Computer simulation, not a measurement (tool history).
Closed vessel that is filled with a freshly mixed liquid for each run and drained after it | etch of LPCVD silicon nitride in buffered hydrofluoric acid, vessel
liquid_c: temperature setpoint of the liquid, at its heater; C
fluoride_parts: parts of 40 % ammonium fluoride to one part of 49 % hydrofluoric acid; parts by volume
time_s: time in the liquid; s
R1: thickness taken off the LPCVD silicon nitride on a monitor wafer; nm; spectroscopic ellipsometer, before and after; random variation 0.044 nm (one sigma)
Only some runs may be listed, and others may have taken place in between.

{"run": 1, "hour": 0.0, "liquid_c": 21.0, "fluoride_parts": 11.5, "time_s": 900, "R1": 9.8831}
{"run": 2, "hour": 7.5, "liquid_c": 21.0, "fluoride_parts": 9.0, "time_s": 900, "R1": 11.835}
{"run": 3, "hour": 11.9, "liquid_c": 21.0, "fluoride_parts": 6.0, "time_s": 900, "R1": 17.851}
{"run": 4, "hour": 16.6, "liquid_c": 20.5, "fluoride_parts": 7.0, "time_s": 900, "R1": 15.277}
{"run": 5, "hour": 20.3, "liquid_c": 20.0, "fluoride_parts": 8.0, "time_s": 900, "R1": 12.629}
{"run": 6, "hour": 21.4, "liquid_c": 19.5, "fluoride_parts": 8.5, "time_s": 900, "R1": 11.645}
{"run": 7, "hour": 27.9, "liquid_c": 19.0, "fluoride_parts": 9.0, "time_s": 900, "R1": 10.55}
{"run": 8, "hour": 29.5, "liquid_c": 18.5, "fluoride_parts": 9.5, "time_s": 900, "R1": 9.8872}
{"run": 9, "hour": 37.8, "liquid_c": 18.5, "fluoride_parts": 10.0, "time_s": 900, "R1": 9.6276}
{"run": 10, "hour": 44.6, "liquid_c": 18.5, "fluoride_parts": 10.5, "time_s": 900, "R1": 9.2701}
{"run": 11, "hour": 46.1, "liquid_c": 18.5, "fluoride_parts": 11.0, "time_s": 900, "R1": 8.6458}
{"run": 12, "hour": 54.8, "liquid_c": 18.5, "fluoride_parts": 11.5, "time_s": 900, "R1": 8.3833}
{"run": 13, "hour": 63.0, "liquid_c": 18.5, "fluoride_parts": 12.0, "time_s": 900, "R1": 8.091}
{"run": 14, "hour": 64.5, "liquid_c": 18.5, "fluoride_parts": 12.5, "time_s": 900, "R1": 7.8107}
{"run": 15, "hour": 67.4, "liquid_c": 18.5, "fluoride_parts": 13.0, "time_s": 900, "R1": 7.4628}
{"run": 16, "hour": 71.4, "liquid_c": 18.5, "fluoride_parts": 13.5, "time_s": 900, "R1": 7.3105}
{"run": 17, "hour": 76.9, "liquid_c": 17.5, "fluoride_parts": 14.5, "time_s": 900, "R1": 6.3871}

Run 18 has not been measured yet. What should we expect?
{"run": 18, "hour": 82.8, "liquid_c": 17.0, "fluoride_parts": 15.0, "time_s": 900, "R1": "?"}

R1: 5.9816 nm

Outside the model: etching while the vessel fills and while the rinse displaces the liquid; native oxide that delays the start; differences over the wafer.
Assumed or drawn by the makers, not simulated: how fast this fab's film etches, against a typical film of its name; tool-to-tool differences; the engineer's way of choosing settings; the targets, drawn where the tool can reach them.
